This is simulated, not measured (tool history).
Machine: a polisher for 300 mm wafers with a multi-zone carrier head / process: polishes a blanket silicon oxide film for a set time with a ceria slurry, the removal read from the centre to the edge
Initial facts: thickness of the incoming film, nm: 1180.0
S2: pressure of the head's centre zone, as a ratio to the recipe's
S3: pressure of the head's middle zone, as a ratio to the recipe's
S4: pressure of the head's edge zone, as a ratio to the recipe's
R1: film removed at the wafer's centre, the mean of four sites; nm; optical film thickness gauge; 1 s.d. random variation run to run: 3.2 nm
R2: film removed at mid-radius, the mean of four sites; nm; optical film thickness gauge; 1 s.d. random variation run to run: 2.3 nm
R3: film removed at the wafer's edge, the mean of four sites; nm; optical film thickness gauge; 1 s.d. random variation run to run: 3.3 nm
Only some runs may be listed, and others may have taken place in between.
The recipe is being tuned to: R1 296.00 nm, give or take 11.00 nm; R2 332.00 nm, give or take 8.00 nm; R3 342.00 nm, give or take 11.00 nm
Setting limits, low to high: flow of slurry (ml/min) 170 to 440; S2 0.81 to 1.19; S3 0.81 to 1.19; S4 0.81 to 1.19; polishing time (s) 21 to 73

run 1 hour=0.0 | flow_of_slurry_(ml/min)=280 S2=1.00 S3=1.00 S4=1.00 polishing_time_(s)=47 | R1=307.78 R2=299.25 R3=292.66
run 2 hour=5.3 | flow_of_slurry_(ml/min)=280 S2=1.00 S3=1.00 S4=1.00 polishing_time_(s)=57 | R1=361.79 R2=360.75 R3=347.65
run 3 hour=11.0 | flow_of_slurry_(ml/min)=265 S2=0.95 S3=0.98 S4=1.01 polishing_time_(s)=57 | R1=345.52 R2=353.02 R3=351.68
run 4 hour=14.1 | flow_of_slurry_(ml/min)=265 S2=0.95 S3=0.98 S4=1.01 polishing_time_(s)=50 | R1=305.72 R2=309.23 R3=309.95
run 5 hour=21.2 | flow_of_slurry_(ml/min)=265 S2=0.95 S3=0.98 S4=0.95 polishing_time_(s)=50 | R1=302.52 R2=310.30 R3=299.49
run 6 hour=28.5 | flow_of_slurry_(ml/min)=280 S2=0.92 S3=0.99 S4=1.00 polishing_time_(s)=51 | R1=305.79 R2=323.05 R3=314.02
run 7 hour=33.1 | flow_of_slurry_(ml/min)=280 S2=0.90 S3=0.99 S4=1.04 polishing_time_(s)=51 | R1=299.46 R2=320.57 R3=314.93
run 8 hour=34.4 | flow_of_slurry_(ml/min)=295 S2=0.82 S3=0.98 S4=1.14 polishing_time_(s)=54 | R1=291.92 R2=333.83 R3=355.87
run 9 hour=35.1 | flow_of_slurry_(ml/min)=295 S2=0.83 S3=0.98 S4=1.12 polishing_time_(s)=54 | R1=292.59 R2=339.63 R3=354.98

Exactly one of the 4 candidate moves below puts every result within its allowed miss. Which one?
run A hour=35.8 | flow_of_slurry_(ml/min)=325 S2=0.82 S3=1.01 S4=1.19 polishing_time_(s)=54 | R1=? R2=? R3=?
run B hour=35.8 | flow_of_slurry_(ml/min)=285 S2=0.81 S3=1.05 S4=1.11 polishing_time_(s)=53 | R1=? R2=? R3=?
run C hour=35.8 | flow_of_slurry_(ml/min)=325 S2=0.89 S3=1.02 S4=1.16 polishing_time_(s)=51 | R1=? R2=? R3=?
run D hour=35.8 | flow_of_slurry_(ml/min)=300 S2=0.90 S3=0.96 S4=1.04 polishing_time_(s)=55 | R1=? R2=? R3=?

move=A R1=292.71 R2=350.47 R3=364.35
move=B R1=279.56 R2=350.71 R3=341.17
move=C R1=300.29 R2=333.67 R3=339.50
move=D R1=324.45 R2=339.19 R3=344.58
A: misses by more than the last run did
B: brings the result that was furthest off to its target, and leaves another outside
C: all results land within tolerance of their targets
D: brings the result that was furthest off to its target, and leaves another outside
Answer: C
